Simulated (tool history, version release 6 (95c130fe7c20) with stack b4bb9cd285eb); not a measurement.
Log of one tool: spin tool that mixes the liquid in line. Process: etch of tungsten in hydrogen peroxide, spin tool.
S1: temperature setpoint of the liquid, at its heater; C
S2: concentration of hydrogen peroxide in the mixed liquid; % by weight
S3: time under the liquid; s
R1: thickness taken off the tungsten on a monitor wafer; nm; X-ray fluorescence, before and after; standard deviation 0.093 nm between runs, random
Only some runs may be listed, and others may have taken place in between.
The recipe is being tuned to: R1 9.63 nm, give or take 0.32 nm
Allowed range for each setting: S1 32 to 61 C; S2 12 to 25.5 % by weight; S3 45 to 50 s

run	hour	S1	S2	S3	R1
1	0	45	17.5	45	24.448
2	4.4	45	14.5	45	22.316
3	11.1	43.5	14.5	45	20.308
4	18.8	43.5	14.5	45	20.371
5	23.8	42.5	14.5	45	19.147
6	31	42.5	17	45	20.653
7	35.7	41.5	16.5	45	19.297
8	39.2	40.5	16	45	17.596
9	42.8	39.5	16	45	16.22
10	43.5	38.5	16	45	15.36
11	45.7	38.5	16	45	15.614
12	46.4	38	15.5	45	14.8
13	50.3	37.5	15.5	45	14.283
14	52.6	37	15.5	45	13.978
15	61	36.5	15.5	45	13.383
16	67.1	36.5	15.5	45	13.333
17	73.6	36	15.5	45	12.785
18	79.2	35.5	15.5	45	12.379
19	82.3	35	15.5	45	11.788
20	87	35	15.5	45	12.336
21	95.7	34.5	15.5	45	11.585
22	103.3	34	15.5	45	11.14
23	104.4	33	15.5	45	10.425

Which one of the following 4 next-run settings gets every result inside its allowed miss? There is exactly one.
A	105.5	32	19.5	45	?
B	105.5	33	16	45	?
C	105.5	32	13	45	?
D	105.5	32	15	45	?

move	R1
A	11.176
B	10.839
C	9.1251
D	9.8019
A: lands further from the targets than the last run did
B: lands further from the targets than the last run did
C: takes the result that was furthest off past its target
D: every result within its allowed miss
Correct choice: D, which meets every target

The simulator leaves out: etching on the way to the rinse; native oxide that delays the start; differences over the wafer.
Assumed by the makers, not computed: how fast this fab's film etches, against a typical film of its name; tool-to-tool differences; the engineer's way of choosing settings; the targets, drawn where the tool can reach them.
